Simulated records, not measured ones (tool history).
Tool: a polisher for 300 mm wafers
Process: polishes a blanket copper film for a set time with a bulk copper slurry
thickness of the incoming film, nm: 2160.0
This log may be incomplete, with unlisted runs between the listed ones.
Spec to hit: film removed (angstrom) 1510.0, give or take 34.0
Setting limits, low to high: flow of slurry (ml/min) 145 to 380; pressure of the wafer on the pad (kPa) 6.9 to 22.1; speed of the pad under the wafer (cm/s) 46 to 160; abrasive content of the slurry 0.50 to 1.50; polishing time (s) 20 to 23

| run | day | flow of slurry (ml/min) | pressure of the wafer on the pad (kPa) | speed of the pad under the wafer (cm/s) | abrasive content of the slurry | polishing time (s) | film removed (angstrom) |
|---|---|---|---|---|---|---|---|
| 1 | 0.000 | 245 | 14.5 | 102 | 1.00 | 23 | 1919.1 |
| 2 | 0.196 | 245 | 15.9 | 102 | 1.00 | 23 | 2071.6 |
| 3 | 0.242 | 245 | 17.9 | 102 | 1.00 | 23 | 2329.7 |
| 4 | 0.604 | 245 | 17.9 | 102 | 0.90 | 23 | 2256.5 |
| 5 | 0.804 | 245 | 17.9 | 102 | 0.95 | 23 | 2309.1 |
| 6 | 1.092 | 280 | 17.9 | 102 | 0.95 | 23 | 2306.6 |
| 7 | 1.271 | 280 | 16.5 | 102 | 0.95 | 23 | 2160.6 |
| 8 | 1.392 | 245 | 12.4 | 100 | 0.95 | 23 | 1627.4 |

Consider the 5 candidate settings below. Which is the only one whose results all fall within their allowed miss of target?
| A | 1.512 | 215 | 14.5 | 112 | 0.60 | 22 | ? |
| B | 1.512 | 230 | 13.8 | 104 | 1.00 | 22 | ? |
| C | 1.512 | 315 | 11.0 | 102 | 0.90 | 23 | ? |
| D | 1.512 | 265 | 13.8 | 98 | 0.95 | 21 | ? |
| E | 1.512 | 230 | 8.3 | 152 | 0.85 | 22 | ? |

| move | film removed (angstrom) |
|---|---|
| A | 1820.7 |
| B | 1787.5 |
| C | 1517.0 |
| D | 1614.3 |
| E | 1620.6 |
A: its largest miss is bigger than the last run's
B: its largest miss is bigger than the last run's
C: in spec on every target
D: closes in on the targets versus the last run, not all within tolerance yet
E: closes in on the targets versus the last run, not all within tolerance yet
The right move is C.
